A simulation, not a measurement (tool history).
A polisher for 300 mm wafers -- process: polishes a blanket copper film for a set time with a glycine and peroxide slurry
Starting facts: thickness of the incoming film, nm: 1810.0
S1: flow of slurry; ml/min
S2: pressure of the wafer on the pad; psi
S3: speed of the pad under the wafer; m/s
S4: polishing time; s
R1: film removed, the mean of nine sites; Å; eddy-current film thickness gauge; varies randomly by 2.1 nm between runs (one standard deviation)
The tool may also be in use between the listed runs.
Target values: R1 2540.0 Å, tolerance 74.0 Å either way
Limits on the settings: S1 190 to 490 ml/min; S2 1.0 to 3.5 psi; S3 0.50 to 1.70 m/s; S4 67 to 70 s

run 1 hour=0.0 | S1=315 S2=2.2 S3=1.10 S4=67 | R1=3871.2
run 2 hour=6.1 | S1=315 S2=2.0 S3=1.10 S4=67 | R1=3725.3
run 3 hour=10.6 | S1=315 S2=2.3 S3=1.10 S4=67 | R1=3975.7
run 4 hour=18.5 | S1=315 S2=2.7 S3=1.10 S4=67 | R1=4454.3
run 5 hour=22.8 | S1=315 S2=2.4 S3=1.08 S4=67 | R1=4021.0
run 6 hour=27.4 | S1=315 S2=2.1 S3=1.06 S4=67 | R1=3712.6
run 7 hour=31.6 | S1=315 S2=2.1 S3=1.06 S4=67 | R1=3663.6
run 8 hour=39.2 | S1=315 S2=1.9 S3=1.04 S4=67 | R1=3448.5
run 9 hour=47.5 | S1=315 S2=1.7 S3=1.02 S4=67 | R1=3167.1
run 10 hour=55.9 | S1=315 S2=1.6 S3=1.02 S4=67 | R1=3106.3
run 11 hour=63.7 | S1=315 S2=1.5 S3=1.02 S4=67 | R1=2963.7

Which single option among these 4 for the next run brings every result within its allowed miss of target? Just one does.
run A hour=71.5 | S1=325 S2=1.3 S3=0.78 S4=70 | R1=?
run B hour=71.5 | S1=285 S2=1.9 S3=0.66 S4=67 | R1=?
run C hour=71.5 | S1=340 S2=1.4 S3=0.64 S4=67 | R1=?
run D hour=71.5 | S1=255 S2=1.6 S3=1.24 S4=67 | R1=?

move=A R1=2541.0
move=B R1=2710.6
move=C R1=2324.4
move=D R1=3358.1
A: in spec on every target
B: gains on the last run, yet a result remains outside its allowed miss
C: carries the result that was furthest off beyond its target, to the other side
D: further off than the last run
The move that meets every target is A.
